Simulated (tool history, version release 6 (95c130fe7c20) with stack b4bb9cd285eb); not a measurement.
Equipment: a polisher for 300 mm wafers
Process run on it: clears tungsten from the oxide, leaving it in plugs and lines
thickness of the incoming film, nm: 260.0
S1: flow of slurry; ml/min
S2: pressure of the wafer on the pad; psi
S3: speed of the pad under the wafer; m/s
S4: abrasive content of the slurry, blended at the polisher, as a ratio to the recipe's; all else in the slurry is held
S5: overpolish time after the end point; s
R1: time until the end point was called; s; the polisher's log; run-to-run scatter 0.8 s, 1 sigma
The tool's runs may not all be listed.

Run 1, day 0.000: S1 250 ml/min, S2 2.7 psi, S3 0.92 m/s, S4 1.00, S5 41 s. Result: R1 94.539 s.
Run 2, day 0.246: S1 250 ml/min, S2 2.8 psi, S3 0.94 m/s, S4 1.00, S5 41 s. Result: R1 91.302 s.
Run 3, day 0.579: S1 250 ml/min, S2 2.9 psi, S3 0.96 m/s, S4 1.00, S5 41 s. Result: R1 86.334 s.
Run 4, day 0.779: S1 250 ml/min, S2 2.9 psi, S3 0.84 m/s, S4 1.00, S5 41 s. Result: R1 91.905 s.
Run 5, day 1.075: S1 250 ml/min, S2 3.4 psi, S3 0.84 m/s, S4 1.00, S5 41 s. Result: R1 80.391 s.
Run 6, day 1.271: S1 250 ml/min, S2 3.9 psi, S3 0.84 m/s, S4 1.00, S5 41 s. Result: R1 72.006 s.
Run 7, day 1.300: S1 250 ml/min, S2 3.9 psi, S3 0.88 m/s, S4 1.00, S5 41 s. Result: R1 69.916 s.
Run 8, day 1.500: S1 250 ml/min, S2 3.9 psi, S3 0.92 m/s, S4 1.00, S5 41 s. Result: R1 67.971 s.
Run 9, day 1.579: S1 250 ml/min, S2 3.9 psi, S3 0.96 m/s, S4 1.00, S5 41 s. Result: R1 64.541 s.

Run 10 has not been measured yet. What should we expect?
Run 10, day 1.700: S1 255 ml/min, S2 4.1 psi, S3 1.14 m/s, S4 1.05, S5 41 s. Result: R1 ?.

R1: 54.597 s
